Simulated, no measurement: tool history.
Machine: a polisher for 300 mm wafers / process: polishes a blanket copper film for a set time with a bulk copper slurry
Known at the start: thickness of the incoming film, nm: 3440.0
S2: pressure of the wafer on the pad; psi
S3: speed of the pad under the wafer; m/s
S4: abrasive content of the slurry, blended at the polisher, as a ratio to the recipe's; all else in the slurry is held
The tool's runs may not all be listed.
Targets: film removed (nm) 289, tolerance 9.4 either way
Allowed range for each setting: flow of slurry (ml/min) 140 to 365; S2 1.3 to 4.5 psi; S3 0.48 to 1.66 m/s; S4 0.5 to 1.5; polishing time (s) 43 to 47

run 1 hour=0 | flow_of_slurry_(ml/min)=235 S2=2.9 S3=1.06 S4=1 polishing_time_(s)=47 | film_removed_(nm)=536.94
run 2 hour=0.8 | flow_of_slurry_(ml/min)=235 S2=3.3 S3=1.06 S4=1 polishing_time_(s)=47 | film_removed_(nm)=591.42
run 3 hour=3.5 | flow_of_slurry_(ml/min)=260 S2=3.3 S3=1.06 S4=1 polishing_time_(s)=47 | film_removed_(nm)=599.19
run 4 hour=6.8 | flow_of_slurry_(ml/min)=260 S2=3.7 S3=1.06 S4=1 polishing_time_(s)=47 | film_removed_(nm)=625.04
run 5 hour=9.5 | flow_of_slurry_(ml/min)=260 S2=3.4 S3=1 S4=1 polishing_time_(s)=47 | film_removed_(nm)=566.5
run 6 hour=18.4 | flow_of_slurry_(ml/min)=260 S2=3.1 S3=0.96 S4=1 polishing_time_(s)=47 | film_removed_(nm)=521.91
run 7 hour=24.3 | flow_of_slurry_(ml/min)=260 S2=2.8 S3=0.92 S4=1 polishing_time_(s)=47 | film_removed_(nm)=454.49
run 8 hour=25.6 | flow_of_slurry_(ml/min)=255 S2=2 S3=0.9 S4=1 polishing_time_(s)=47 | film_removed_(nm)=375.77
run 9 hour=27.9 | flow_of_slurry_(ml/min)=255 S2=1.9 S3=0.88 S4=1 polishing_time_(s)=47 | film_removed_(nm)=357.14
run 10 hour=35.3 | flow_of_slurry_(ml/min)=255 S2=1.8 S3=0.86 S4=1 polishing_time_(s)=47 | film_removed_(nm)=344.45
run 11 hour=41.9 | flow_of_slurry_(ml/min)=255 S2=1.7 S3=0.86 S4=1 polishing_time_(s)=47 | film_removed_(nm)=332.76
run 12 hour=47.8 | flow_of_slurry_(ml/min)=255 S2=1.6 S3=0.86 S4=1 polishing_time_(s)=47 | film_removed_(nm)=329.23

Exactly one of the 4 candidate moves below puts every result within its allowed miss. Which one?
run A hour=53.7 | flow_of_slurry_(ml/min)=280 S2=1.3 S3=0.9 S4=0.95 polishing_time_(s)=47 | film_removed_(nm)=?
run B hour=53.7 | flow_of_slurry_(ml/min)=255 S2=1.5 S3=0.84 S4=0.8 polishing_time_(s)=43 | film_removed_(nm)=?
run C hour=53.7 | flow_of_slurry_(ml/min)=290 S2=1.6 S3=0.84 S4=0.95 polishing_time_(s)=43 | film_removed_(nm)=?
run D hour=53.7 | flow_of_slurry_(ml/min)=310 S2=1.3 S3=1.04 S4=0.75 polishing_time_(s)=43 | film_removed_(nm)=?

move=A film_removed_(nm)=307.24
move=B film_removed_(nm)=268.7
move=C film_removed_(nm)=288.42
move=D film_removed_(nm)=313.98
A: closes in on the targets versus the last run, not all within tolerance yet
B: takes the result that was furthest off past its target
C: all results in spec
D: closes in on the targets versus the last run, not all within tolerance yet
Go with C: it meets all targets.
